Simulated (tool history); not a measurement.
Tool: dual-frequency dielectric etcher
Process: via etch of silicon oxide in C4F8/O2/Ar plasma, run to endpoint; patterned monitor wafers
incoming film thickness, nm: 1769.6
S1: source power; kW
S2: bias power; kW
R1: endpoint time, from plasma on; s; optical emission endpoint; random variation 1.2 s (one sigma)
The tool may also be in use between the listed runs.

run  hour    S1     S2      R1
  1     0  2.39  2.421  324.55
  2     2  2.04  2.421  356.18
  3   3.5  2.04  2.275  366.79
  4   5.3  2.04  2.042  381.94
  5    12  2.34  2.062  349.66
  6  16.4  2.55  2.076  330.65
  7  20.3  2.71  2.087  316.16

Run 8 comes next. What will it give?
  8  22.7  2.83  2.095   ?

Run 8 gave R1 309.29 s.
